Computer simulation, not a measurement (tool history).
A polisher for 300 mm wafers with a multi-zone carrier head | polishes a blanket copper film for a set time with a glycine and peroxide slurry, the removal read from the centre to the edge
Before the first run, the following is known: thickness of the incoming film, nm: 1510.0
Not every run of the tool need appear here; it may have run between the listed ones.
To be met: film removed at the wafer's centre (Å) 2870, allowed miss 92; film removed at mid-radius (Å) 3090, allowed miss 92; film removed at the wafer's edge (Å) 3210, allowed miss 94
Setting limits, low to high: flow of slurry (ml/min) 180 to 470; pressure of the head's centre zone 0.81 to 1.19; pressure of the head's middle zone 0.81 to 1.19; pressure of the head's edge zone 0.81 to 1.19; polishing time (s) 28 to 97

run    day  flow of slurry (ml/min)  pressure of the head's centre zone  pressure of the head's middle zone  pressure of the head's edge zone  polishing time (s)  film removed at the wafer's centre (Å)  film removed at mid-radius (Å)  film removed at the wafer's edge (Å)
  1      0                      300                                   1                                   1                                 1                  62                                  3999.4                          3909.3                                3945.3
  2  0.375                      295                                0.97                                0.98                              0.98                  61                                  3772.7                            3738                                3852.4
  3  0.658                      295                                0.97                                1.05                              0.98                  61                                  3807.1                          3917.3                                3780.3
  4  1.012                      290                                0.95                                1.03                              0.96                  60                                  3647.8                          3815.1                                3740.4
  5   1.35                      290                                0.95                                1.09                              0.96                  60                                  3707.2                          3963.8                                3739.6
  6  1.483                      290                                0.95                                1.09                              1.02                  60                                  3659.9                          4059.8                                3812.8
  7  1.783                      285                                0.93                                1.07                                 1                  59                                  3515.8                          3922.6                                  3702
  8  2.154                      280                                0.92                                1.04                              0.98                  58                                  3410.2                          3688.3                                3611.8

Below are 4 possible settings for the next run. Only one of them brings all results inside the allowed miss of their targets. Which is it?
  A  2.525                      255                                0.86                                0.93                              0.94                  53                                       ?                               ?                                     ?
  B  2.525                      320                                0.82                                0.99                              1.02                  54                                       ?                               ?                                     ?
  C  2.525                      245                                0.81                                   1                              1.14                  53                                       ?                               ?                                     ?
  D  2.525                      180                                0.81                                0.94                              0.92                  55                                       ?                               ?                                     ?

move  film removed at the wafer's centre (Å)  film removed at mid-radius (Å)  film removed at the wafer's edge (Å)
   A                                  2854.3                          3044.8                                3225.6
   B                                  2843.6                          3344.8                                3474.4
   C                                  2674.6                          3221.4                                3530.9
   D                                  2649.7                          3046.6                                3202.4
A: hits every target within its allowed miss
B: nearer than the last run, and not there yet
C: nearer than the last run, and not there yet
D: corrects the largest miss of the last run, while another result sits out of spec
The move that meets every target is A.
